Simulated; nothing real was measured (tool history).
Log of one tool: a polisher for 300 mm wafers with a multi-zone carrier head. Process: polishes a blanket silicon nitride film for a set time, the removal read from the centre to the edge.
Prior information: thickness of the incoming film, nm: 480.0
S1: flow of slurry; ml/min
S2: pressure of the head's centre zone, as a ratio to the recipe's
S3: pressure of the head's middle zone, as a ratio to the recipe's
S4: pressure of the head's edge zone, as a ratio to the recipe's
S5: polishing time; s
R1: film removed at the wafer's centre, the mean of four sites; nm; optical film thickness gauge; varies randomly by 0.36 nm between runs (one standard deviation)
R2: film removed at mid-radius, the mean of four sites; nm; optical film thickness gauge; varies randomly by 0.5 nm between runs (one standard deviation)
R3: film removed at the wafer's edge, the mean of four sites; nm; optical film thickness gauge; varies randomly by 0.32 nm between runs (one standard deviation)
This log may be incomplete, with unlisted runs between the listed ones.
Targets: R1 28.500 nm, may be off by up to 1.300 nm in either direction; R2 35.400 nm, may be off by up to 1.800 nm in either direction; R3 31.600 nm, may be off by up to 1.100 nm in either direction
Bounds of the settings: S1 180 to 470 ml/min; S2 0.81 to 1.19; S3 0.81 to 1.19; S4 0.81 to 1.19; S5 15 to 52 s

run 1 day=0.000 | S1=300 S2=1.00 S3=1.00 S4=1.00 S5=33 | R1=52.440 R2=51.940 R3=51.968
run 2 day=0.075 | S1=300 S2=1.00 S3=1.07 S4=1.00 S5=33 | R1=52.503 R2=57.326 R3=52.656
run 3 day=0.217 | S1=295 S2=0.97 S3=1.06 S4=0.97 S5=30 | R1=47.149 R2=50.199 R3=46.911
run 4 day=0.429 | S1=295 S2=0.97 S3=1.06 S4=0.97 S5=22 | R1=33.587 R2=37.705 R3=33.910
run 5 day=0.508 | S1=295 S2=0.97 S3=1.14 S4=0.97 S5=22 | R1=34.682 R2=39.715 R3=34.141
run 6 day=0.529 | S1=295 S2=0.94 S3=1.13 S4=0.97 S5=22 | R1=32.987 R2=39.386 R3=34.375
run 7 day=0.754 | S1=295 S2=0.92 S3=1.12 S4=0.96 S5=22 | R1=31.887 R2=39.816 R3=33.835
run 8 day=1.012 | S1=290 S2=0.91 S3=1.10 S4=0.96 S5=22 | R1=32.489 R2=38.590 R3=34.843
run 9 day=1.150 | S1=290 S2=0.90 S3=1.10 S4=0.95 S5=21 | R1=30.025 R2=36.843 R3=32.498
run 10 day=1.379 | S1=290 S2=0.89 S3=1.09 S4=0.94 S5=21 | R1=30.119 R2=36.765 R3=32.528

Which of these 4 next moves meets every target?
run A day=1.608 | S1=270 S2=0.90 S3=1.06 S4=0.95 S5=22 | R1=? R2=? R3=?
run B day=1.608 | S1=255 S2=0.92 S3=0.96 S4=0.91 S5=21 | R1=? R2=? R3=?
run C day=1.608 | S1=180 S2=1.04 S3=1.06 S4=0.95 S5=22 | R1=? R2=? R3=?
run D day=1.608 | S1=275 S2=0.86 S3=1.08 S4=0.92 S5=21 | R1=? R2=? R3=?

move=A R1=31.432 R2=36.737 R3=34.100
move=B R1=30.466 R2=32.068 R3=31.899
move=C R1=34.588 R2=35.091 R3=32.970
move=D R1=28.718 R2=35.702 R3=32.165
A: further off than the last run
B: further off than the last run
C: further off than the last run
D: in spec on every target
Correct choice: D, which meets every target
